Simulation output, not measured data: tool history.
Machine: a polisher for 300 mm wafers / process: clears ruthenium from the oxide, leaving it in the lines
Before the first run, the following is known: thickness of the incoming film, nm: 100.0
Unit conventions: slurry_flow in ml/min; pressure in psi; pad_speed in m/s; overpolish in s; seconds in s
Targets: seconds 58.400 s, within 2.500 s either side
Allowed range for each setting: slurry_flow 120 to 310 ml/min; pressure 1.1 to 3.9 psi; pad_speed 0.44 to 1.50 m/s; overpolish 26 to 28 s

run  hour  slurry_flow  pressure  pad_speed  overpolish  seconds
  1   0.0          200       2.5       0.96          26  101.340
  2   3.4          240       2.5       0.96          26   97.583
  3   8.5          240       2.5       0.96          26   97.907
  4  10.2          240       2.9       0.96          26   86.343
  5  12.0          240       2.9       0.80          26   98.068
  6  17.0          200       2.9       0.80          26   99.638
  7  24.1          200       3.2       0.86          26   87.129
  8  31.1          205       3.4       0.92          26   78.168
  9  37.9          210       3.6       0.98          26   69.239
 10  43.5          210       3.7       1.00          26   67.551
 11  51.5          210       3.8       1.04          26   63.190
 12  59.3          210       3.8       1.06          26   61.450

Which one of the following 4 next-run settings gets every result inside its allowed miss? There is exactly one.
  A  67.1          185       3.9       1.02          26        ?
  B  67.1          260       3.9       1.08          26        ?
  C  67.1          170       3.7       1.00          26        ?
  D  67.1          195       3.1       1.26          26        ?

move  seconds
   A   64.090
   B   58.399
   C   69.483
   D   66.032
A: its largest miss is bigger than the last run's
B: each result inside its tolerance
C: its largest miss is bigger than the last run's
D: its largest miss is bigger than the last run's
Answer: B
